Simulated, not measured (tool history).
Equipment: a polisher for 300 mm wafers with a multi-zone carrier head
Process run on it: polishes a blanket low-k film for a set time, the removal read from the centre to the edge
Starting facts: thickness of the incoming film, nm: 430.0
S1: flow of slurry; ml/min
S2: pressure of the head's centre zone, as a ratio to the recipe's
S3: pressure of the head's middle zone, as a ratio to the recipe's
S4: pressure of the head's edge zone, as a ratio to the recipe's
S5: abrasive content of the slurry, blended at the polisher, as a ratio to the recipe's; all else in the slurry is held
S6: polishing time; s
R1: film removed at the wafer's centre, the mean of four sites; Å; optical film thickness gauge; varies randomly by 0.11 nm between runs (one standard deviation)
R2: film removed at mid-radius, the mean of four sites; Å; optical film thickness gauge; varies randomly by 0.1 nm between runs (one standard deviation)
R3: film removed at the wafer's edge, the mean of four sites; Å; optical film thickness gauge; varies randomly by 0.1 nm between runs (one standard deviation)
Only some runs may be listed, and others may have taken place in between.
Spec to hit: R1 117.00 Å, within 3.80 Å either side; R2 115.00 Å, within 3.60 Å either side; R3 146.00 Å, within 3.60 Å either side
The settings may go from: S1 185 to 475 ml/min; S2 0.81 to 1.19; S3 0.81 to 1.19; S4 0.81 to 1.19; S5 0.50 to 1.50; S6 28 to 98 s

run	hour	S1	S2	S3	S4	S5	S6	R1	R2	R3
1	0.0	305	1.00	1.00	1.00	1.00	63	174.05	171.95	182.41
2	5.4	240	1.00	1.00	1.00	1.00	63	171.91	172.04	180.52
3	8.4	240	1.00	0.93	1.00	1.00	63	169.59	161.45	177.02
4	14.7	240	1.00	0.93	1.00	1.00	53	144.28	131.46	151.89
5	18.1	240	1.00	0.93	1.00	1.10	53	147.50	136.45	155.76
6	22.4	240	1.00	1.02	1.00	1.10	53	149.51	149.27	157.01
7	25.4	245	0.97	0.98	1.01	1.05	53	140.72	142.05	153.79
8	30.8	250	0.95	0.95	1.03	1.00	53	137.54	134.76	154.28
9	32.8	250	0.93	0.92	1.03	1.00	53	136.76	131.41	153.66
10	39.5	245	0.90	0.90	1.04	0.95	53	130.17	128.83	152.12
# hour 42.1: slurry nozzle cleaned
11	42.1	245	0.89	0.88	1.05	0.90	53	132.23	129.29	154.93
12	44.3	200	0.81	0.81	1.08	0.65	51	104.47	104.22	136.85
13	49.5	220	0.82	0.82	1.09	0.65	51	107.00	106.64	139.17
14	51.2	240	0.83	0.83	1.09	0.65	51	110.78	109.57	138.59

Exercise: of the 5 proposed moves below, exactly one satisfies all targets within the stated allowed misses. Which move is it?
A	52.9	255	0.94	0.85	0.98	0.80	45	?	?	?
B	52.9	270	0.83	0.83	1.08	0.65	53	?	?	?
C	52.9	185	0.87	0.96	1.10	0.70	49	?	?	?
D	52.9	330	0.97	0.95	1.05	0.55	48	?	?	?
E	52.9	235	0.81	0.84	1.10	0.60	51	?	?	?

move	R1	R2	R3
A	114.95	103.28	124.93
B	115.53	113.15	146.17
C	108.76	115.87	135.00
D	116.47	111.33	126.18
E	105.01	106.17	137.49
A: moves away from the targets compared with the last run
B: all results in spec
C: moves away from the targets compared with the last run
D: moves away from the targets compared with the last run
E: moves away from the targets compared with the last run
B is the move that brings every result within its allowed miss.
